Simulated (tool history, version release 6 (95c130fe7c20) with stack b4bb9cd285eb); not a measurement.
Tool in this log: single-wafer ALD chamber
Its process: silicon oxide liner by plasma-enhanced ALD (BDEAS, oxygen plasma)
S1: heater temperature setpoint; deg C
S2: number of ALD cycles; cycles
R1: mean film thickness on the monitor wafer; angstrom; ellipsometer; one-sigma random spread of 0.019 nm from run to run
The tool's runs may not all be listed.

| run | hour | S1 | S2 | R1 |
|---|---|---|---|---|
| 1 | 0.0 | 315 | 70 | 66.259 |
| 2 | 6.0 | 313 | 72 | 68.429 |
| 3 | 13.6 | 320 | 72 | 67.473 |
| 4 | 22.1 | 317 | 73 | 69.007 |
| 5 | 28.5 | 317 | 67 | 63.228 |
| 6 | 34.8 | 326 | 67 | 62.475 |

Run 7 has not been measured yet. What should we expect?
| 7 | 38.0 | 324 | 70 | ? |

For run 7 the tool returned R1 65.553 angstrom.

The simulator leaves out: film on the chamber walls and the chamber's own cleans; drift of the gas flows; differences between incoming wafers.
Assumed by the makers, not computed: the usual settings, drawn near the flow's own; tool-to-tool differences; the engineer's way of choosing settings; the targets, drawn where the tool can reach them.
